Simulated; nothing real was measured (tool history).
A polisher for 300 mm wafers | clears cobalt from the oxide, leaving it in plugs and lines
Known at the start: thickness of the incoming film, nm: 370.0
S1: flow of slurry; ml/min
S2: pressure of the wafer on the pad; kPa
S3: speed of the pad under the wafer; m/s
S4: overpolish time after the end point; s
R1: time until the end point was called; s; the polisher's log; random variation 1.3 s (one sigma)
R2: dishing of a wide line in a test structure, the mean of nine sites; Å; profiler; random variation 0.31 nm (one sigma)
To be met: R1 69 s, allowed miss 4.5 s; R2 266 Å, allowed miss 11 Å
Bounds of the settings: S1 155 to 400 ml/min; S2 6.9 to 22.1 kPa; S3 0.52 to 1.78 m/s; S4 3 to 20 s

{"run": 1, "hour": 0.0, "S1": 255, "S2": 14.5, "S3": 1.14, "S4": 10, "R1": 57.347, "R2": 422.59}
{"run": 2, "hour": 7.8, "S1": 255, "S2": 14.5, "S3": 1.14, "S4": 9, "R1": 56.406, "R2": 399.82}
{"run": 3, "hour": 13.2, "S1": 255, "S2": 14.5, "S3": 0.88, "S4": 9, "R1": 71.14, "R2": 339.69}
{"run": 4, "hour": 17.7, "S1": 255, "S2": 11.7, "S3": 0.88, "S4": 9, "R1": 84.784, "R2": 298.58}
{"run": 5, "hour": 26.3, "S1": 255, "S2": 11.7, "S3": 0.88, "S4": 8, "R1": 84.388, "R2": 277.88}
{"run": 6, "hour": 27.1, "S1": 255, "S2": 11.7, "S3": 0.72, "S4": 8, "R1": 104.36, "R2": 243.69}
{"run": 7, "hour": 29.5, "S1": 255, "S2": 12.4, "S3": 0.72, "S4": 8, "R1": 99.067, "R2": 254.21}
{"run": 8, "hour": 31.9, "S1": 255, "S2": 13.1, "S3": 0.72, "S4": 8, "R1": 94.567, "R2": 264.83}
{"run": 9, "hour": 35.1, "S1": 255, "S2": 13.8, "S3": 0.72, "S4": 8, "R1": 89.921, "R2": 275.33}
{"run": 10, "hour": 40.3, "S1": 255, "S2": 14.5, "S3": 0.72, "S4": 8, "R1": 83.381, "R2": 282}
{"run": 11, "hour": 43.3, "S1": 255, "S2": 15.9, "S3": 0.72, "S4": 6, "R1": 79.126, "R2": 242.34}
{"run": 12, "hour": 51.8, "S1": 255, "S2": 17.2, "S3": 0.72, "S4": 6, "R1": 74.661, "R2": 250.41}

4 next moves are on the table. One of them brings every result within its allowed miss. Which?
{"run": "A", "hour": 60.3, "S1": 240, "S2": 14.5, "S3": 0.76, "S4": 6, "R1": "?", "R2": "?"}
{"run": "B", "hour": 60.3, "S1": 255, "S2": 17.2, "S3": 0.78, "S4": 6, "R1": "?", "R2": "?"}
{"run": "C", "hour": 60.3, "S1": 230, "S2": 16.5, "S3": 0.68, "S4": 6, "R1": "?", "R2": "?"}
{"run": "D", "hour": 60.3, "S1": 230, "S2": 18.6, "S3": 0.66, "S4": 5, "R1": "?", "R2": "?"}

move=A R1=81.088 R2=233.1
move=B R1=67.443 R2=267.69
move=C R1=79.677 R2=236.27
move=D R1=73.514 R2=218.12
A: further off than the last run
B: meets every target
C: further off than the last run
D: further off than the last run
The right move is B.
